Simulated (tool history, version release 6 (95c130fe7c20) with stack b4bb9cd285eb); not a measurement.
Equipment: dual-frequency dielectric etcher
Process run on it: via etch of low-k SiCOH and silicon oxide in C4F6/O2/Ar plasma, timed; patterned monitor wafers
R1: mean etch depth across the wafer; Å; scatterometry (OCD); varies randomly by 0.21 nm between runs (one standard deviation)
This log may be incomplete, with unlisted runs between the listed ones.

run 1 day=0 | source_power_(kW)=0.37 bias_power_(kW)=0.133 etch_time_(s)=23.5 | R1=524.06
run 2 day=0.158 | source_power_(kW)=0.39 bias_power_(kW)=0.134 etch_time_(s)=23.5 | R1=534.03
run 3 day=0.296 | source_power_(kW)=0.39 bias_power_(kW)=0.134 etch_time_(s)=21.5 | R1=488.27
run 4 day=0.65 | source_power_(kW)=0.41 bias_power_(kW)=0.146 etch_time_(s)=21.5 | R1=514.79
run 5 day=0.958 | source_power_(kW)=0.41 bias_power_(kW)=0.146 etch_time_(s)=21.5 | R1=514.81
run 6 day=1.279 | source_power_(kW)=0.43 bias_power_(kW)=0.151 etch_time_(s)=21.5 | R1=530.89
run 7 day=1.396 | source_power_(kW)=0.43 bias_power_(kW)=0.151 etch_time_(s)=21.5 | R1=533.24
run 8 day=1.571 | source_power_(kW)=0.44 bias_power_(kW)=0.152 etch_time_(s)=21.5 | R1=533.94

What will run 9 give?
run 9 day=1.733 | source_power_(kW)=0.45 bias_power_(kW)=0.154 etch_time_(s)=21.5 | R1=?

Run 9 produced R1 545.78 Å.
